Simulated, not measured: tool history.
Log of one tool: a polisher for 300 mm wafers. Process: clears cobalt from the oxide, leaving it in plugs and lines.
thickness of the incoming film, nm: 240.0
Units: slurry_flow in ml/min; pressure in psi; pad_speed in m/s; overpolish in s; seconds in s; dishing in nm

run    day  slurry_flow  pressure  pad_speed  overpolish  seconds  dishing
  1      0          155       1.2       0.96          10   84.998   18.833
  2  0.212          160       1.2       0.96           8   82.954   15.398
  3  0.533          160       1.2       0.96          10   85.417   18.544
  4  0.571          160       1.2       0.74          10   107.25   15.244
  5    0.6          160       1.2       0.74          13   108.32   18.686
  6  0.783          160       1.2       0.54          13   147.63   15.232
  7  0.888          170       1.3       0.54          10   133.53   13.343
  8  0.921          155       1.4       0.56           8   126.73   11.971
  9  1.158          170       1.4       0.58           7   115.43   11.106

The next listed run, before its measurement:
 10  1.325          215       1.4       0.58           5        ?        ?

Run 10 gave seconds 113.58 s, dishing 8.7184 nm.

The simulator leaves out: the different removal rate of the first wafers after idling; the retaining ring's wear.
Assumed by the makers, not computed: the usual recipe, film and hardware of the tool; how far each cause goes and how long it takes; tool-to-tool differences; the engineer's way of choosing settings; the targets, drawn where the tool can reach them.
